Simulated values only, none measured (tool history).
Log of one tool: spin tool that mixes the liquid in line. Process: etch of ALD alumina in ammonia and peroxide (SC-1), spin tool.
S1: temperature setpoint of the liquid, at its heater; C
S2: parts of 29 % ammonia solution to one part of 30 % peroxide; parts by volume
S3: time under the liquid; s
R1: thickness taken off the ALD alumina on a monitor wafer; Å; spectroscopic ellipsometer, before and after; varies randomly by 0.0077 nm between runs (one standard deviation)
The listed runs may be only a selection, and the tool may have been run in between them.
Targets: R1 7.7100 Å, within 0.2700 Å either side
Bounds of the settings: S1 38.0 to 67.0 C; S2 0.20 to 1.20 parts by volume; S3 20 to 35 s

run    day    S1    S2  S3       R1
  1  0.000  51.0  0.85  35  12.5080
  2  0.154  51.0  1.05  35  12.6690
  3  0.283  51.0  1.20  35  12.9810
  4  0.425  51.0  1.20  35  12.7770
  5  0.488  56.5  1.20  35  17.4250
  6  0.717  56.5  1.20  35  17.3360
  7  1.012  54.5  1.20  35  15.6860
  8  1.138  52.5  1.20  35  13.8710
  9  1.492  51.0  1.20  35  13.0100
 10  1.729  49.5  1.20  35  11.8320
 11  1.979  48.5  1.20  35  11.1730
 12  2.050  40.5  1.20  35   7.0782

Of the 5 settings listed for the next run, only one would bring every result within its allowed miss of target. Which one?
  A  2.121  42.0  1.20  35   ?
  B  2.121  39.5  1.20  35   ?
  C  2.121  38.5  1.20  35   ?
  D  2.121  40.0  1.20  35   ?
  E  2.121  39.0  1.20  35   ?

move      R1
   A  7.8365
   B  6.7675
   C  6.3772
   D  6.9704
   E  6.5698
A: every result within its allowed miss
B: misses by more than the last run did
C: misses by more than the last run did
D: misses by more than the last run did
E: misses by more than the last run did
A meets every target.
